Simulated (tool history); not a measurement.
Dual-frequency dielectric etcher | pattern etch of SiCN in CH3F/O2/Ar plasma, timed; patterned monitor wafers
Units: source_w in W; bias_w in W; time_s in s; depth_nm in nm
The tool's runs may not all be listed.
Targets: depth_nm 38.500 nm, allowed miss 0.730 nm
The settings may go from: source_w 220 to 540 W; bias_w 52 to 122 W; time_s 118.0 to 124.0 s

run  hour  source_w  bias_w  time_s  depth_nm
  1   0.0       380      87   118.0    43.786
  2   6.5       380      79   118.0    41.472
  3  12.4       380      86   118.0    43.256
  4  14.5       410      86   118.0    44.856
  5  15.6       390      85   118.0    43.795
  6  21.1       370      84   118.0    42.752
  7  26.6       350      83   118.0    41.171
  8  33.1       350      83   118.0    41.714
  9  36.6       330      82   118.0    40.689
 10  41.4       320      82   118.0    39.745
 11  42.1       310      82   118.0    39.507

Which of these 5 next moves meets every target?
  A  42.8       340      72   119.0         ?
  B  42.8       280      69   124.0         ?
  C  42.8       270      74   123.0         ?
  D  42.8       310      88   118.5         ?
  E  42.8       260      88   122.5         ?

move  depth_nm
   A    38.683
   B    36.571
   C    37.038
   D    41.005
   E    39.612
A: meets every target
B: takes the result that was furthest off past its target
C: takes the result that was furthest off past its target
D: further off than the last run
E: further off than the last run
Move A is the one to make.

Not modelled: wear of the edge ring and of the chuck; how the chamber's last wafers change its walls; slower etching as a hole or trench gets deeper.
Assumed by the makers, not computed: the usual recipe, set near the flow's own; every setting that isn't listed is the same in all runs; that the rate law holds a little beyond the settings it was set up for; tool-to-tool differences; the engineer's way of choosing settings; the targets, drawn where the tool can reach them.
